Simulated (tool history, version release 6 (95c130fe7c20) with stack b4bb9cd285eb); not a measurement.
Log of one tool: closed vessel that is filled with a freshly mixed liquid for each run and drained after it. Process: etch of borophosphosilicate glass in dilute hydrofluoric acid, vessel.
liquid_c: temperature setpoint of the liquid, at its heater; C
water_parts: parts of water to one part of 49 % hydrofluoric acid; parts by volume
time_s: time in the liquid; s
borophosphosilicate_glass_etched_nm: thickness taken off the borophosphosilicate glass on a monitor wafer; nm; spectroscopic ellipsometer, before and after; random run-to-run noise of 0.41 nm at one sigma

run	hour	liquid_c	water_parts	time_s	borophosphosilicate_glass_etched_nm
1	0.0	23.0	190	145	29.137
2	6.6	25.0	165	145	36.995
3	14.3	26.5	145	145	45.446
4	22.9	26.5	145	145	44.873
5	29.3	27.5	135	145	50.579
6	31.0	28.5	125	145	57.723
7	33.7	29.0	120	145	61.358

Forecast run 8:
8	38.6	29.5	120	145	?

Run 8 produced borophosphosilicate_glass_etched_nm 63.077 nm.
